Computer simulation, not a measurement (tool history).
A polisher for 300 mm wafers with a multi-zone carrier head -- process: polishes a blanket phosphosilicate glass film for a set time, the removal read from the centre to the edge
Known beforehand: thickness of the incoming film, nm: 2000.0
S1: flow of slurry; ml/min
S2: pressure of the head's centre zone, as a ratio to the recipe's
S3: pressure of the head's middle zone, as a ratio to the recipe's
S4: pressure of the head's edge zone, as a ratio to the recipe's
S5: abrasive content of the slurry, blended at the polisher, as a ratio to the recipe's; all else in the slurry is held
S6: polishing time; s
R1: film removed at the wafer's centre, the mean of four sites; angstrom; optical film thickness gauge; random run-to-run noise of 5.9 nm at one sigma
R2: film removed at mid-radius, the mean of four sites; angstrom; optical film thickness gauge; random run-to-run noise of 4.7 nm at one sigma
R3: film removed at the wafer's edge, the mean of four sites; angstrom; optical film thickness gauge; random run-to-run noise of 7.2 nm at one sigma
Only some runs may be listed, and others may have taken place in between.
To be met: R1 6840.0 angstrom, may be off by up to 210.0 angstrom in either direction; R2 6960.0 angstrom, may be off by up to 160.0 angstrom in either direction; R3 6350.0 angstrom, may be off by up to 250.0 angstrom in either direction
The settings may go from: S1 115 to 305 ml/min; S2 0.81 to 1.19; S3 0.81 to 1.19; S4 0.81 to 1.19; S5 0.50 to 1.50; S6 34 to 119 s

run,day,S1,S2,S3,S4,S5,S6,R1,R2,R3
1,0.000,195,1.00,1.00,1.00,1.00,76,6216.5,6278.1,6238.4
2,0.325,220,1.01,1.02,0.99,1.00,76,6364.6,6473.0,6209.6
3,0.438,220,1.01,0.93,0.99,1.00,76,6318.4,5912.4,6352.5
4,0.717,220,1.01,0.93,0.99,0.90,76,6012.8,5691.3,5950.5
5,1.008,220,1.01,0.93,0.99,0.75,76,5479.7,5132.9,5322.2
6,1.167,240,1.01,0.93,0.99,0.75,76,5539.9,5185.1,5332.0
7,1.475,235,1.03,0.99,1.02,0.85,76,6078.6,5911.3,5840.2
8,1.533,245,1.05,1.02,1.05,0.85,76,6083.7,6028.4,5988.6
9,1.625,280,1.14,1.12,1.02,0.95,76,7208.4,7003.0,6378.9
10,1.921,275,1.13,1.12,1.02,0.95,76,7174.3,6989.8,6320.9
11,2.221,270,1.12,1.12,1.03,0.95,76,7048.0,6993.4,6335.5

Which single option among these 5 for the next run brings every result within its allowed miss of target? Just one does.
A,2.521,290,1.09,1.12,1.07,0.95,75,?,?,?
B,2.521,255,1.16,1.10,0.99,1.00,75,?,?,?
C,2.521,270,1.12,1.14,1.01,0.90,80,?,?,?
D,2.521,285,1.17,1.10,1.06,1.00,73,?,?,?
E,2.521,285,1.09,1.02,1.08,0.95,80,?,?,?

move,R1,R2,R3
A,6838.0,7040.2,6346.9
B,7341.0,7013.3,6244.3
C,7218.4,7352.9,6385.6
D,7305.8,6910.7,6309.3
E,7274.2,6921.2,6796.3
A: all results land within tolerance of their targets
B: lands further from the targets than the last run did
C: lands further from the targets than the last run did
D: lands further from the targets than the last run did
E: lands further from the targets than the last run did
A meets every target.

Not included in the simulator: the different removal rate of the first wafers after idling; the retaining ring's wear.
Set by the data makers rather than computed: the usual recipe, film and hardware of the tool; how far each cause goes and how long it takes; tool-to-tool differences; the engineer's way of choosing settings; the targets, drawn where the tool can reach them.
